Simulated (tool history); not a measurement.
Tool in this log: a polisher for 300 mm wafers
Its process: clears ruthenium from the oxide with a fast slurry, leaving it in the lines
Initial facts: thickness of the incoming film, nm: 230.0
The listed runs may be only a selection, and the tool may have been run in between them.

run  hour  flow of slurry (ml/min)  pressure of the wafer on the pad (psi)  speed of the pad under the wafer (m/s)  abrasive content of the slurry  overpolish time after the end point (s)  time until the end point was called (s)  dishing of a wide line in a test structure (nm)
  1   0.0                      235                                     1.7                                    1.18                            1.00                                       21                                   97.886                                           40.776
  2   6.0                      235                                     2.1                                    1.18                            1.00                                       21                                   80.711                                           48.374
  3  10.6                      235                                     1.8                                    1.18                            1.00                                       21                                   95.314                                           43.607
  4  15.9                      180                                     1.8                                    1.18                            1.00                                       21                                   96.934                                           41.720
  5  23.3                      210                                     1.8                                    1.18                            1.00                                       21                                   96.659                                           41.967
  6  27.3                      235                                     1.8                                    1.18                            1.00                                       21                                   92.059                                           42.958
  7  33.5                      250                                     1.7                                    1.14                            1.00                                       19                                  104.280                                           36.431
  8  42.4                      235                                     1.7                                    1.12                            0.95                                       17                                  106.860                                           31.521
  9  44.0                      225                                     1.8                                    1.06                            0.90                                       16                                  111.270                                           29.685
 10  47.4                      220                                     1.8                                    1.06                            0.85                                       15                                  110.960                                           27.722
 11  53.2                      210                                     1.8                                    1.06                            0.80                                       14                                  117.790                                           24.882

Expected results for the next run?
 12  56.3                      145                                     1.9                                    1.06                            0.55                                        6                                        ?                                                ?

{"run 12": {"time until the end point was called (s)": 130.59, "dishing of a wide line in a test structure (nm)": 10.003}}

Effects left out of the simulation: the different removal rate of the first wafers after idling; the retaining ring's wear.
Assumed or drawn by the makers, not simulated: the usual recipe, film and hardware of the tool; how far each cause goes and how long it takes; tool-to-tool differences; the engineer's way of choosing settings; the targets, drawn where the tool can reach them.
